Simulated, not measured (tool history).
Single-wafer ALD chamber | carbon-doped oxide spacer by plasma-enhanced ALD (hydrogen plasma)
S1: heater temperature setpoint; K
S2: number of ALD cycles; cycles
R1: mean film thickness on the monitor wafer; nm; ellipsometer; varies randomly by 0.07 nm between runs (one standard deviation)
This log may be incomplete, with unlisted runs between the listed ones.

Run 1, hour 0: S1 658.15 K, S2 656 cycles. Result: R1 31.273 nm.
Run 2, hour 7.6: S1 658.15 K, S2 632 cycles. Result: R1 30.078 nm.
Run 3, hour 15: S1 654.15 K, S2 632 cycles. Result: R1 30.111 nm.
Run 4, hour 18.2: S1 654.15 K, S2 613 cycles. Result: R1 29.202 nm.
Run 5, hour 22.7: S1 654.15 K, S2 598 cycles. Result: R1 28.472 nm.
Run 6, hour 28.9: S1 650.15 K, S2 598 cycles. Result: R1 28.428 nm.
Run 7, hour 29.4: S1 650.15 K, S2 518 cycles. Result: R1 24.793 nm.
Run 8, hour 36.9: S1 650.15 K, S2 522 cycles. Result: R1 25.03 nm.
Run 9, hour 39.4: S1 650.15 K, S2 525 cycles. Result: R1 25.008 nm.
Run 10, hour 46.2: S1 650.15 K, S2 528 cycles. Result: R1 25.163 nm.

Run 11, settings as shown, results not yet in. Your forecast:
Run 11, hour 50.2: S1 650.15 K, S2 530 cycles. Result: R1 ?.

R1: 25.421 nm
